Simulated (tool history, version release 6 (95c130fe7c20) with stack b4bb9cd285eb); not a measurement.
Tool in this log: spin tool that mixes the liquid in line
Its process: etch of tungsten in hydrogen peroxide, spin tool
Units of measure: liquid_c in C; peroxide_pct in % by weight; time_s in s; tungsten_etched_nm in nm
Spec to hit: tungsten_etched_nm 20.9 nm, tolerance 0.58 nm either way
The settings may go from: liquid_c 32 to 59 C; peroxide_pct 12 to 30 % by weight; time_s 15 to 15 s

{"run": 1, "hour": 0.0, "liquid_c": 43, "peroxide_pct": 20.5, "time_s": 15, "tungsten_etched_nm": 11.648}
{"run": 2, "hour": 6.6, "liquid_c": 44.5, "peroxide_pct": 20.5, "time_s": 15, "tungsten_etched_nm": 12.786}
{"run": 3, "hour": 12.0, "liquid_c": 39.5, "peroxide_pct": 20.5, "time_s": 15, "tungsten_etched_nm": 9.1365}
{"run": 4, "hour": 20.9, "liquid_c": 42, "peroxide_pct": 20.5, "time_s": 15, "tungsten_etched_nm": 10.793}
{"run": 5, "hour": 22.3, "liquid_c": 36, "peroxide_pct": 20.5, "time_s": 15, "tungsten_etched_nm": 7.2462}
{"run": 6, "hour": 29.4, "liquid_c": 36, "peroxide_pct": 23, "time_s": 15, "tungsten_etched_nm": 7.6937}
{"run": 7, "hour": 38.1, "liquid_c": 36, "peroxide_pct": 23, "time_s": 15, "tungsten_etched_nm": 7.716}
{"run": 8, "hour": 39.2, "liquid_c": 39, "peroxide_pct": 23, "time_s": 15, "tungsten_etched_nm": 9.4629}
{"run": 9, "hour": 47.5, "liquid_c": 41, "peroxide_pct": 23, "time_s": 15, "tungsten_etched_nm": 10.731}
{"run": 10, "hour": 52.3, "liquid_c": 43, "peroxide_pct": 23, "time_s": 15, "tungsten_etched_nm": 12.261}
{"run": 11, "hour": 59.0, "liquid_c": 44.5, "peroxide_pct": 23, "time_s": 15, "tungsten_etched_nm": 13.453}
{"run": 12, "hour": 67.3, "liquid_c": 46, "peroxide_pct": 23, "time_s": 15, "tungsten_etched_nm": 14.751}
{"run": 13, "hour": 75.1, "liquid_c": 47, "peroxide_pct": 23, "time_s": 15, "tungsten_etched_nm": 15.643}

Next run, 5 choices. One meets every target within its allowed miss, the rest don't. Which?
{"run": "A", "hour": 82.9, "liquid_c": 44.5, "peroxide_pct": 22.5, "time_s": 15, "tungsten_etched_nm": "?"}
{"run": "B", "hour": 82.9, "liquid_c": 54, "peroxide_pct": 23.5, "time_s": 15, "tungsten_etched_nm": "?"}
{"run": "C", "hour": 82.9, "liquid_c": 49.5, "peroxide_pct": 25.5, "time_s": 15, "tungsten_etched_nm": "?"}
{"run": "D", "hour": 82.9, "liquid_c": 51.5, "peroxide_pct": 23.5, "time_s": 15, "tungsten_etched_nm": "?"}
{"run": "E", "hour": 82.9, "liquid_c": 54.5, "peroxide_pct": 22, "time_s": 15, "tungsten_etched_nm": "?"}

move=A tungsten_etched_nm=13.327
move=B tungsten_etched_nm=24.411
move=C tungsten_etched_nm=19.371
move=D tungsten_etched_nm=21.006
move=E tungsten_etched_nm=24.333
A: its largest miss is bigger than the last run's
B: carries the result that was furthest off beyond its target, to the other side
C: gains on the last run, yet a result remains outside its allowed miss
D: in spec on every target
E: carries the result that was furthest off beyond its target, to the other side
Move D is the one to make.
